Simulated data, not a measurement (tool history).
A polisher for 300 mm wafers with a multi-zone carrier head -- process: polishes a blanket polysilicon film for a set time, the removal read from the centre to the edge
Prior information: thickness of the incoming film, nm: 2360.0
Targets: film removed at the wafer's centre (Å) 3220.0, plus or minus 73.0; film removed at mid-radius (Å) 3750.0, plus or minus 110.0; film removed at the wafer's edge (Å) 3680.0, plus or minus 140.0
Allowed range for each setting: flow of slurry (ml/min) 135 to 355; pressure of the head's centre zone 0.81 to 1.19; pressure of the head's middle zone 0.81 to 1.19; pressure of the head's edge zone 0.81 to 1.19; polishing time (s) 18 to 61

run,day,flow of slurry (ml/min),pressure of the head's centre zone,pressure of the head's middle zone,pressure of the head's edge zone,polishing time (s),film removed at the wafer's centre (Å),film removed at mid-radius (Å),film removed at the wafer's edge (Å)
1,0.000,225,1.00,1.00,1.00,39,2702.4,2743.9,2637.0
2,0.067,225,1.00,1.00,1.00,45,3088.6,3133.5,3112.0
3,0.342,225,1.00,0.93,1.00,45,3107.0,2945.3,3079.1
4,0.504,235,0.99,0.96,1.03,45,3109.4,3091.1,3133.7
5,0.533,235,0.98,0.97,1.05,46,3159.0,3136.4,3255.4
6,0.696,235,0.98,0.97,1.05,49,3331.3,3379.5,3430.2
7,0.850,235,0.97,0.98,1.07,49,3354.0,3430.7,3483.1
8,0.979,240,0.87,1.07,1.15,49,3029.2,3674.2,3617.3

Consider the 5 candidate settings below. Which is the only one whose results all fall within their allowed miss of target?
A,1.108,285,0.85,1.08,1.17,47,?,?,?
B,1.108,250,0.87,1.12,1.13,48,?,?,?
C,1.108,295,0.90,1.06,1.17,46,?,?,?
D,1.108,265,0.90,1.06,1.14,50,?,?,?
E,1.108,255,0.81,1.04,1.07,51,?,?,?

move,film removed at the wafer's centre (Å),film removed at mid-radius (Å),film removed at the wafer's edge (Å)
A,2899.6,3637.3,3556.3
B,2973.6,3773.8,3524.8
C,2998.6,3515.7,3491.3
D,3216.8,3776.4,3711.0
E,2970.9,3774.5,3655.3
A: moves away from the targets compared with the last run
B: moves away from the targets compared with the last run
C: moves away from the targets compared with the last run
D: meets every target
E: moves away from the targets compared with the last run
The move that meets every target is D.
